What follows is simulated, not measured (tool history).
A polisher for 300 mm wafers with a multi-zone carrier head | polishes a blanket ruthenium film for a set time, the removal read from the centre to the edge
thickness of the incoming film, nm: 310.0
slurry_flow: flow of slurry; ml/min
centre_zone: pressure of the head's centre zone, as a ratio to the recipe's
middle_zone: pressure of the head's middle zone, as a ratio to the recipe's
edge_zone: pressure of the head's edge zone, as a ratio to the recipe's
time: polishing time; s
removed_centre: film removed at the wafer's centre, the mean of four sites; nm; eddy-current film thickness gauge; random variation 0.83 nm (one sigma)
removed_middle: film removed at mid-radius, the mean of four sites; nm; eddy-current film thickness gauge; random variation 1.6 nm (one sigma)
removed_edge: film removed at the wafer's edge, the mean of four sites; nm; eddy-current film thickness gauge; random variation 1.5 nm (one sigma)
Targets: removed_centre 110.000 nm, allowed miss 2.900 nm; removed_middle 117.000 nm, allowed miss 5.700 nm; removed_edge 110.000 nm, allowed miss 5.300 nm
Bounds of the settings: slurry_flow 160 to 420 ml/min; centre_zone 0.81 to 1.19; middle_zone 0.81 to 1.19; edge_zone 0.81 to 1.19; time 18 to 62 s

| run | day | slurry_flow | centre_zone | middle_zone | edge_zone | time | removed_centre | removed_middle | removed_edge |
|---|---|---|---|---|---|---|---|---|---|
| 1 | 0.000 | 270 | 1.00 | 1.00 | 1.00 | 40 | 85.946 | 77.088 | 82.605 |
| 2 | 0.304 | 270 | 0.97 | 1.00 | 1.00 | 40 | 82.262 | 78.265 | 82.189 |
| 3 | 0.504 | 280 | 0.98 | 1.05 | 1.02 | 43 | 90.194 | 87.950 | 89.625 |
| 4 | 0.550 | 280 | 0.98 | 1.02 | 1.02 | 43 | 89.770 | 85.898 | 87.490 |
| 5 | 0.683 | 280 | 0.98 | 0.97 | 1.02 | 43 | 89.058 | 82.588 | 89.216 |
| 6 | 0.992 | 280 | 0.98 | 0.97 | 1.02 | 49 | 101.830 | 93.729 | 101.290 |
| 7 | 1.025 | 290 | 0.98 | 1.02 | 1.04 | 50 | 104.320 | 100.830 | 104.170 |
| 8 | 1.154 | 295 | 0.98 | 1.05 | 1.05 | 51 | 106.090 | 104.790 | 109.390 |
| 9 | 1.525 | 300 | 0.98 | 1.08 | 1.04 | 51 | 106.460 | 106.810 | 106.550 |
| 10 | 1.675 | 300 | 0.98 | 1.10 | 1.04 | 51 | 108.020 | 111.560 | 106.830 |
| 11 | 2.000 | 300 | 0.98 | 1.11 | 1.05 | 51 | 106.420 | 110.900 | 109.080 |

Which of these 5 next moves meets every target?
| A | 2.325 | 330 | 0.96 | 1.05 | 1.19 | 50 | ? | ? | ? |
| B | 2.325 | 205 | 0.90 | 1.09 | 0.96 | 57 | ? | ? | ? |
| C | 2.325 | 420 | 0.96 | 1.12 | 1.01 | 52 | ? | ? | ? |
| D | 2.325 | 225 | 0.89 | 1.03 | 1.19 | 56 | ? | ? | ? |
| E | 2.325 | 275 | 0.86 | 1.12 | 0.96 | 55 | ? | ? | ? |

| move | removed_centre | removed_middle | removed_edge |
|---|---|---|---|
| A | 104.310 | 103.620 | 113.880 |
| B | 105.960 | 116.530 | 114.650 |
| C | 110.680 | 115.940 | 111.970 |
| D | 104.080 | 110.200 | 124.160 |
| E | 101.040 | 118.650 | 113.120 |
A: further off than the last run
B: further off than the last run
C: meets every target
D: further off than the last run
E: further off than the last run
Answer: C

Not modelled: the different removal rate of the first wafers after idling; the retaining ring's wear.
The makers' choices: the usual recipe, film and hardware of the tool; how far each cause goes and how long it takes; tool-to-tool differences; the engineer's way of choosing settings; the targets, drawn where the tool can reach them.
